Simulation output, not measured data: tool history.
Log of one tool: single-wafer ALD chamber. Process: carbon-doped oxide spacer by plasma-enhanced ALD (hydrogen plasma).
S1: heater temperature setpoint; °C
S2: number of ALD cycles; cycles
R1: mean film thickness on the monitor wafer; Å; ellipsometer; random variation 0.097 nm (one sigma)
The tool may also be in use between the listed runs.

{"run": 1, "hour": 0.0, "S1": 400, "S2": 623, "R1": 314.31}
{"run": 2, "hour": 9.8, "S1": 400, "S2": 594, "R1": 298.14}
{"run": 3, "hour": 12.6, "S1": 400, "S2": 575, "R1": 289.5}
{"run": 4, "hour": 15.8, "S1": 400, "S2": 561, "R1": 281.1}
{"run": 5, "hour": 22.6, "S1": 400, "S2": 481, "R1": 242.8}
{"run": 6, "hour": 29.8, "S1": 400, "S2": 494, "R1": 247.87}

Run 7 comes next. What will it give?
{"run": 7, "hour": 39.4, "S1": 400, "S2": 504, "R1": "?"}

R1: 252.5 Å

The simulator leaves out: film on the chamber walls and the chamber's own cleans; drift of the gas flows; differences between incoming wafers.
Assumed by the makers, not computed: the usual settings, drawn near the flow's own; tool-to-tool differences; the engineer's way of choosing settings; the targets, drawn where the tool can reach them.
